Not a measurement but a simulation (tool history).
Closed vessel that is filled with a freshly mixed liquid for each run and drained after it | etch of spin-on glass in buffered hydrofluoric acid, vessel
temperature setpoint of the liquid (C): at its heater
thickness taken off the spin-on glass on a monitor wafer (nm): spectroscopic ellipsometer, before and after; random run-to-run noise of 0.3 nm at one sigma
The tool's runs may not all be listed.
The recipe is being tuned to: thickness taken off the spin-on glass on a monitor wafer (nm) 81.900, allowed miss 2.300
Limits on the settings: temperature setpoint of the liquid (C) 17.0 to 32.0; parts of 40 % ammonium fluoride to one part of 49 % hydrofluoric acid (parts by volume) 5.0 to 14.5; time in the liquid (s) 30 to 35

| run | hour | temperature setpoint of the liquid (C) | parts of 40 % ammonium fluoride to one part of 49 % hydrofluoric acid (parts by volume) | time in the liquid (s) | thickness taken off the spin-on glass on a monitor wafer (nm) |
|---|---|---|---|---|---|
| 1 | 0.0 | 24.0 | 9.0 | 35 | 123.840 |
| 2 | 9.1 | 25.5 | 9.0 | 35 | 135.430 |
| 3 | 11.7 | 23.0 | 9.0 | 35 | 117.190 |
| 4 | 19.3 | 21.0 | 9.0 | 35 | 105.450 |
| 5 | 26.8 | 20.0 | 9.0 | 35 | 100.120 |
| 6 | 28.4 | 20.0 | 10.0 | 35 | 93.928 |
| 7 | 36.4 | 20.0 | 10.0 | 35 | 93.533 |
| 8 | 38.8 | 17.0 | 10.0 | 35 | 79.403 |

5 next moves are on the table. One of them brings every result within its allowed miss. Which?
| A | 41.2 | 18.0 | 11.0 | 35 | ? |
| B | 41.2 | 17.5 | 9.0 | 35 | ? |
| C | 41.2 | 17.5 | 10.5 | 35 | ? |
| D | 41.2 | 17.0 | 9.5 | 35 | ? |
| E | 41.2 | 17.5 | 11.0 | 35 | ? |

| move | thickness taken off the spin-on glass on a monitor wafer (nm) |
|---|---|
| A | 75.997 |
| B | 86.623 |
| C | 77.296 |
| D | 81.372 |
| E | 73.867 |
A: the biggest miss grows against the last run
B: pushes the last run's worst result past its target
C: the biggest miss grows against the last run
D: all results in spec
E: the biggest miss grows against the last run
Go with D: it meets all targets.
